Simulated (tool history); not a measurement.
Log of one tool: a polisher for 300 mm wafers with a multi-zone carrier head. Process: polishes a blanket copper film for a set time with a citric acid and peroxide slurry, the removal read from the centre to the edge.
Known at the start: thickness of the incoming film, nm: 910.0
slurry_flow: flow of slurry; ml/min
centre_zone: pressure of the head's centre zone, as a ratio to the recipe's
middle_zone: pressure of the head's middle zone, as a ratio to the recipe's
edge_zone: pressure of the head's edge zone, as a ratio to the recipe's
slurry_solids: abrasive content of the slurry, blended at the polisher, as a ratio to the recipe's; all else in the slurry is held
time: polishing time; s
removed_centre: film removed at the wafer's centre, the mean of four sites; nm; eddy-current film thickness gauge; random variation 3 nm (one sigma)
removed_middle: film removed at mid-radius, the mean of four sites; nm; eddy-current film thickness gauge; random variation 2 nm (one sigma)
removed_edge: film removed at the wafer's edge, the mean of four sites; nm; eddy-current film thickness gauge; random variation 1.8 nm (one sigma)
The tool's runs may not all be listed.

run  hour  slurry_flow  centre_zone  middle_zone  edge_zone  slurry_solids  time  removed_centre  removed_middle  removed_edge
  1   0.0          165         1.00         1.00       1.00           1.00    44          140.35          138.92        139.22
  2   1.8          175         1.04         0.97       1.05           1.15    47          169.46          151.53        156.50
  3   8.1          175         1.04         1.05       1.05           1.15    47          167.85          162.82        155.41
  4  13.0          180         1.04         0.99       1.09           1.25    50          179.01          167.45        171.47
  5  21.2          180         1.04         0.99       1.09           1.45    50          186.98          167.90        174.47
  6  25.1          180         0.99         0.99       1.09           1.45    50          172.55          169.92        174.20
  7  26.9          185         1.02         0.95       1.12           1.45    52          185.39          170.92        184.80
  8  30.6          190         1.05         0.93       1.14           1.45    54          197.36          176.62        193.74
  9  31.1          195         1.08         0.90       1.15           1.45    56          211.85          178.35        203.48
 10  35.8          200         1.10         0.89       1.16           1.45    57          226.38          181.37        209.51

Forecast run 11:
 11  39.9          205         1.10         0.88       1.17           1.45    57               ?               ?             ?

removed_centre: 218.58 nm
removed_middle: 181.20 nm
removed_edge: 212.56 nm
